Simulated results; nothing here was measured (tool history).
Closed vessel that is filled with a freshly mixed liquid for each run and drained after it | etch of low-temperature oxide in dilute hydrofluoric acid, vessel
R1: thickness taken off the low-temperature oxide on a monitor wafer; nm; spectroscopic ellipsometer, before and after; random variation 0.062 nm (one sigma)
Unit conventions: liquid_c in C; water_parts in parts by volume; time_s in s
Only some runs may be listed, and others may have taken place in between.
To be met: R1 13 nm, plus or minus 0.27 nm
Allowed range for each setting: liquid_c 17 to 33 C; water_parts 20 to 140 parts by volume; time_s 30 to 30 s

Run 1, hour 0: liquid_c 25 C, water_parts 75 parts by volume, time_s 30 s. Result: R1 14.229 nm.
Run 2, hour 7.7: liquid_c 25 C, water_parts 75 parts by volume, time_s 30 s. Result: R1 14.16 nm.
Run 3, hour 13.6: liquid_c 24.5 C, water_parts 75 parts by volume, time_s 30 s. Result: R1 13.883 nm.
Run 4, hour 22.2: liquid_c 22 C, water_parts 75 parts by volume, time_s 30 s. Result: R1 12.546 nm.
Run 5, hour 29.3: liquid_c 22 C, water_parts 50 parts by volume, time_s 30 s. Result: R1 19.321 nm.
Run 6, hour 35.2: liquid_c 21 C, water_parts 50 parts by volume, time_s 30 s. Result: R1 18.744 nm.
Run 7, hour 40.6: liquid_c 20.5 C, water_parts 55 parts by volume, time_s 30 s. Result: R1 16.508 nm.
Run 8, hour 43: liquid_c 20 C, water_parts 55 parts by volume, time_s 30 s. Result: R1 16.179 nm.
Run 9, hour 47.8: liquid_c 17 C, water_parts 65 parts by volume, time_s 30 s. Result: R1 11.864 nm.
Run 10, hour 52: liquid_c 17.5 C, water_parts 65 parts by volume, time_s 30 s. Result: R1 12.243 nm.
Run 11, hour 60.5: liquid_c 18 C, water_parts 65 parts by volume, time_s 30 s. Result: R1 12.409 nm.
Run 12, hour 67.8: liquid_c 18.5 C, water_parts 65 parts by volume, time_s 30 s. Result: R1 12.71 nm.

Which one of the following 4 next-run settings gets every result inside its allowed miss? There is exactly one.
Run A, hour 75.1: liquid_c 18 C, water_parts 60 parts by volume, time_s 30 s. Result: R1 ?.
Run B, hour 75.1: liquid_c 18 C, water_parts 65 parts by volume, time_s 30 s. Result: R1 ?.
Run C, hour 75.1: liquid_c 20 C, water_parts 70 parts by volume, time_s 30 s. Result: R1 ?.
Run D, hour 75.1: liquid_c 19 C, water_parts 65 parts by volume, time_s 30 s. Result: R1 ?.

move      R1
   A  13.653
   B  12.532
   C  12.592
   D  13.077
A: moves the result that the last run missed by most past its target, out the other side
B: the biggest miss grows against the last run
C: the biggest miss grows against the last run
D: meets every target
D meets every target.
